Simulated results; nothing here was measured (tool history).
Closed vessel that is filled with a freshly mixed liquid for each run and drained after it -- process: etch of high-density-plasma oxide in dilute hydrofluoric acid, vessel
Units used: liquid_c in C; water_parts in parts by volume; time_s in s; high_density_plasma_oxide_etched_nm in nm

run  hour  liquid_c  water_parts  time_s  high_density_plasma_oxide_etched_nm
  1   0.0      24.0          190     705                               22.308
  2   7.2      25.5          175     705                               26.040
  3  12.2      27.0          165     705                               29.243
  4  20.5      25.0          165     705                               27.539
  5  21.8      25.0          135     705                               34.641
     25.8  -- hydrofluoric acid flow meter replaced
  6  25.8      26.5          130     705                               42.220
  7  32.6      27.0          130     705                               42.732

The next listed run, before its measurement:
  8  39.1      27.5          130     705                                    ?

high_density_plasma_oxide_etched_nm: 43.461 nm
